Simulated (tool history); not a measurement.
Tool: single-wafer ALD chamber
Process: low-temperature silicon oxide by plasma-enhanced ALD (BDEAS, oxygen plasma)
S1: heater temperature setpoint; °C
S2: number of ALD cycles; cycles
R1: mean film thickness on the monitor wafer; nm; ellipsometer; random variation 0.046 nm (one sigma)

run 1 hour=0.0 | S1=115 S2=69 | R1=9.3766
run 2 hour=2.3 | S1=110 S2=69 | R1=9.4703
run 3 hour=7.2 | S1=110 S2=68 | R1=9.2221
run 4 hour=8.0 | S1=110 S2=67 | R1=9.2822
run 5 hour=14.6 | S1=102 S2=67 | R1=9.4233
run 6 hour=17.8 | S1=96 S2=67 | R1=9.6560
run 7 hour=21.8 | S1=98 S2=66 | R1=9.4530
run 8 hour=23.3 | S1=100 S2=65 | R1=9.1479
-- hour=26.2 thermocouple changed; heater temperature recalibrated
run 9 hour=26.2 | S1=101 S2=64 | R1=8.8964

The next listed run, before its measurement:
run 10 hour=30.0 | S1=102 S2=64 | R1=?

{"run 10": {"R1": 8.7863}}
